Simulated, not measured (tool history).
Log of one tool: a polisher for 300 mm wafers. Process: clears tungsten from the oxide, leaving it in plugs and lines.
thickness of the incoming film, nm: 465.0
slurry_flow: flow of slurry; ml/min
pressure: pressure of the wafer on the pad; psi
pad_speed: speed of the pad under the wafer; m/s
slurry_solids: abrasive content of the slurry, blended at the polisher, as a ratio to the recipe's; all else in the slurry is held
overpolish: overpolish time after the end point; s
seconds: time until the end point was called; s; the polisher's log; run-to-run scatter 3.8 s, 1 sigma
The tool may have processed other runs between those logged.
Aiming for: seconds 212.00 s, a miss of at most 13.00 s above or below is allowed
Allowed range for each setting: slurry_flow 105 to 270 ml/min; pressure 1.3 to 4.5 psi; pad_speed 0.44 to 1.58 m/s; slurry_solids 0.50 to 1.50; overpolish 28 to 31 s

{"run": 1, "day": 0.0, "slurry_flow": 175, "pressure": 2.9, "pad_speed": 1.0, "slurry_solids": 1.0, "overpolish": 28, "seconds": 124.96}
{"run": 2, "day": 0.167, "slurry_flow": 175, "pressure": 2.6, "pad_speed": 1.0, "slurry_solids": 1.0, "overpolish": 28, "seconds": 128.98}
{"run": 3, "day": 0.521, "slurry_flow": 175, "pressure": 2.6, "pad_speed": 1.0, "slurry_solids": 1.0, "overpolish": 31, "seconds": 129.48}
{"run": 4, "day": 0.704, "slurry_flow": 175, "pressure": 2.6, "pad_speed": 1.0, "slurry_solids": 0.85, "overpolish": 31, "seconds": 132.19}
{"run": 5, "day": 0.733, "slurry_flow": 175, "pressure": 2.6, "pad_speed": 1.0, "slurry_solids": 1.0, "overpolish": 31, "seconds": 125.64}
{"run": 6, "day": 0.875, "slurry_flow": 175, "pressure": 2.6, "pad_speed": 1.0, "slurry_solids": 0.8, "overpolish": 31, "seconds": 134.01}
{"run": 7, "day": 1.104, "slurry_flow": 175, "pressure": 2.3, "pad_speed": 0.94, "slurry_solids": 0.8, "overpolish": 31, "seconds": 153.18}
{"run": 8, "day": 1.183, "slurry_flow": 175, "pressure": 2.0, "pad_speed": 0.9, "slurry_solids": 0.8, "overpolish": 31, "seconds": 173.58}
{"run": 9, "day": 1.521, "slurry_flow": 175, "pressure": 1.8, "pad_speed": 0.88, "slurry_solids": 0.8, "overpolish": 31, "seconds": 177.73}
{"run": 10, "day": 1.608, "slurry_flow": 175, "pressure": 1.7, "pad_speed": 0.86, "slurry_solids": 0.8, "overpolish": 31, "seconds": 187.78}
{"run": 11, "day": 1.746, "slurry_flow": 175, "pressure": 1.6, "pad_speed": 0.84, "slurry_solids": 0.8, "overpolish": 31, "seconds": 193.79}

Of the 5 settings listed for the next run, only one would bring every result within its allowed miss of target. Which one?
{"run": "A", "day": 1.883, "slurry_flow": 215, "pressure": 1.3, "pad_speed": 0.78, "slurry_solids": 0.5, "overpolish": 28, "seconds": "?"}
{"run": "B", "day": 1.883, "slurry_flow": 185, "pressure": 1.7, "pad_speed": 0.94, "slurry_solids": 0.8, "overpolish": 29, "seconds": "?"}
{"run": "C", "day": 1.883, "slurry_flow": 120, "pressure": 1.3, "pad_speed": 1.0, "slurry_solids": 0.8, "overpolish": 31, "seconds": "?"}
{"run": "D", "day": 1.883, "slurry_flow": 160, "pressure": 1.3, "pad_speed": 0.7, "slurry_solids": 0.95, "overpolish": 31, "seconds": "?"}
{"run": "E", "day": 1.883, "slurry_flow": 180, "pressure": 1.5, "pad_speed": 0.62, "slurry_solids": 0.9, "overpolish": 31, "seconds": "?"}

move=A seconds=232.83
move=B seconds=173.96
move=C seconds=207.06
move=D seconds=232.84
move=E seconds=230.45
A: takes the biggest miss from the last run beyond its target
B: moves away from the targets compared with the last run
C: all results land within tolerance of their targets
D: takes the biggest miss from the last run beyond its target
E: takes the biggest miss from the last run beyond its target
Answer: C

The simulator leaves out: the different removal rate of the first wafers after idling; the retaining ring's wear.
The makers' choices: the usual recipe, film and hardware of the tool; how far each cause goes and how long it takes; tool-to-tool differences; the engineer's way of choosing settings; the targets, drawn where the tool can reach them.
